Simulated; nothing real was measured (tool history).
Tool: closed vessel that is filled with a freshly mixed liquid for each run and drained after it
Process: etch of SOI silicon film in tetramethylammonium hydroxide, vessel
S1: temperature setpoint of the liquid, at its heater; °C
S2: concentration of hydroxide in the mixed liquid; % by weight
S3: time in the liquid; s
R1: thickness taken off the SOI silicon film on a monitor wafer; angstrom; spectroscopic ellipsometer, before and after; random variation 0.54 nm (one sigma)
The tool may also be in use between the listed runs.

run,day,S1,S2,S3,R1
1,0.000,62.0,14.0,35,1371.00
2,0.179,62.0,11.5,35,1504.60
3,0.454,60.0,11.5,35,1309.30
4,0.633,58.5,11.5,35,1201.20
5,0.996,57.0,11.5,35,1084.70
6,1.296,57.0,11.5,35,1098.10
7,1.558,56.0,11.5,35,1033.30

The next listed run, before its measurement:
8,1.858,55.5,11.5,35,?

{"run 8": {"R1": 982.78}}
